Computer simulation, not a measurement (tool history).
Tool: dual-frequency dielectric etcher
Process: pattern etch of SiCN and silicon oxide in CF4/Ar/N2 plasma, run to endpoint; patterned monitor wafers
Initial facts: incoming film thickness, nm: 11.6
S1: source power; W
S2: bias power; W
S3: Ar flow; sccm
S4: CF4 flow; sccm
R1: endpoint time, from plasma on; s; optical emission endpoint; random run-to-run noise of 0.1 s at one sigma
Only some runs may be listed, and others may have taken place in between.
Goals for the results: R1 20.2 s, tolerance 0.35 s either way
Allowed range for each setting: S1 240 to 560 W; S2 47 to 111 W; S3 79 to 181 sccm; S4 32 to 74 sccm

{"run": 1, "hour": 0.0, "S1": 400, "S2": 79, "S3": 130, "S4": 53, "R1": 14.884}
{"run": 2, "hour": 2.2, "S1": 400, "S2": 79, "S3": 120, "S4": 53, "R1": 14.629}
{"run": 3, "hour": 8.1, "S1": 370, "S2": 79, "S3": 120, "S4": 53, "R1": 15.52}
{"run": 4, "hour": 11.0, "S1": 420, "S2": 79, "S3": 120, "S4": 53, "R1": 14.011}
{"hour": 15.9, "done": "Ar flow controller replaced"}
{"run": 5, "hour": 15.9, "S1": 420, "S2": 71, "S3": 120, "S4": 53, "R1": 14.599}
{"run": 6, "hour": 24.5, "S1": 420, "S2": 83, "S3": 120, "S4": 53, "R1": 13.957}
{"run": 7, "hour": 32.1, "S1": 380, "S2": 81, "S3": 121, "S4": 53, "R1": 15.39}
{"run": 8, "hour": 37.3, "S1": 350, "S2": 81, "S3": 121, "S4": 53, "R1": 16.629}
{"run": 9, "hour": 41.9, "S1": 330, "S2": 81, "S3": 121, "S4": 53, "R1": 17.494}
{"run": 10, "hour": 45.8, "S1": 320, "S2": 81, "S3": 121, "S4": 53, "R1": 17.765}
{"run": 11, "hour": 52.0, "S1": 250, "S2": 80, "S3": 121, "S4": 53, "R1": 22.159}
{"run": 12, "hour": 55.0, "S1": 290, "S2": 80, "S3": 121, "S4": 53, "R1": 19.76}

Consider the 4 candidate settings below. Which is the only one whose results all fall within their allowed miss of target?
{"run": "A", "hour": 58.0, "S1": 280, "S2": 77, "S3": 118, "S4": 55, "R1": "?"}
{"run": "B", "hour": 58.0, "S1": 260, "S2": 85, "S3": 136, "S4": 56, "R1": "?"}
{"run": "C", "hour": 58.0, "S1": 260, "S2": 78, "S3": 107, "S4": 55, "R1": "?"}
{"run": "D", "hour": 58.0, "S1": 300, "S2": 75, "S3": 125, "S4": 47, "R1": "?"}

move=A R1=19.983
move=B R1=21.257
move=C R1=20.865
move=D R1=19.597
A: each result inside its tolerance
B: takes the result that was furthest off past its target
C: takes the result that was furthest off past its target
D: its largest miss is bigger than the last run's
Move A is the one to make.

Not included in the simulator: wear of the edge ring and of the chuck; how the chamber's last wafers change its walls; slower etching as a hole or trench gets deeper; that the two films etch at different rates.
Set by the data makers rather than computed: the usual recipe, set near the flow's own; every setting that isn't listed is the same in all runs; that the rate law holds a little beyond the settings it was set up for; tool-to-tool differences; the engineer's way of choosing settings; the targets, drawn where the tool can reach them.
